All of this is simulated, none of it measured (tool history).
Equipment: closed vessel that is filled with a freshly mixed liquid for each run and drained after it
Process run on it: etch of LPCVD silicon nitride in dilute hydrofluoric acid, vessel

| run | hour | temperature setpoint of the liquid (°C) | parts of water to one part of 49 % hydrofluoric acid (parts by volume) | time in the liquid (s) | thickness taken off the LPCVD silicon nitride on a monitor wafer (Å) |
|---|---|---|---|---|---|
| 1 | 0.0 | 26.0 | 250 | 2780 | 72.517 |
| 2 | 2.6 | 26.0 | 250 | 2990 | 77.637 |
| 3 | 4.3 | 26.0 | 250 | 2780 | 73.273 |
| 4 | 13.9 | 26.0 | 250 | 2990 | 79.040 |
| 5 | 22.5 | 26.0 | 250 | 2990 | 78.604 |
| 6 | 27.7 | 23.5 | 250 | 2990 | 67.339 |
| 7 | 31.4 | 19.5 | 255 | 2990 | 51.153 |

Predict the results of run 8:
| 8 | 40.9 | 19.0 | 255 | 2990 | ? |

{"run 8": {"thickness taken off the LPCVD silicon nitride on a monitor wafer (Å)": 49.775}}
